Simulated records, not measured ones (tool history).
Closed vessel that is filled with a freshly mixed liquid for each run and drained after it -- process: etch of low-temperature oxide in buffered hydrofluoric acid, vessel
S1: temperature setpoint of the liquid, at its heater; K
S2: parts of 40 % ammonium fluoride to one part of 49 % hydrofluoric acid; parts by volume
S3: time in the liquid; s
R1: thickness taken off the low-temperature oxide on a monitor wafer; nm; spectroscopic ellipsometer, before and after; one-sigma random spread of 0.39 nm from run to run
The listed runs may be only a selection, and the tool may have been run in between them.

{"run": 1, "hour": 0.0, "S1": 297.15, "S2": 22.0, "S3": 100, "R1": 106.21}
{"run": 2, "hour": 5.9, "S1": 297.15, "S2": 28.0, "S3": 100, "R1": 91.417}
{"run": 3, "hour": 15.1, "S1": 297.15, "S2": 28.0, "S3": 100, "R1": 90.607}
{"run": 4, "hour": 20.3, "S1": 297.15, "S2": 21.5, "S3": 100, "R1": 108.25}
{"run": 5, "hour": 28.0, "S1": 299.15, "S2": 21.5, "S3": 100, "R1": 121.68}
{"run": 6, "hour": 29.4, "S1": 299.15, "S2": 26.5, "S3": 100, "R1": 105.28}
{"run": 7, "hour": 31.0, "S1": 298.65, "S2": 26.5, "S3": 100, "R1": 101.91}

Run 8, settings as shown, results not yet in. Your forecast:
{"run": 8, "hour": 33.8, "S1": 298.15, "S2": 26.5, "S3": 100, "R1": "?"}

R1: 98.439 nm
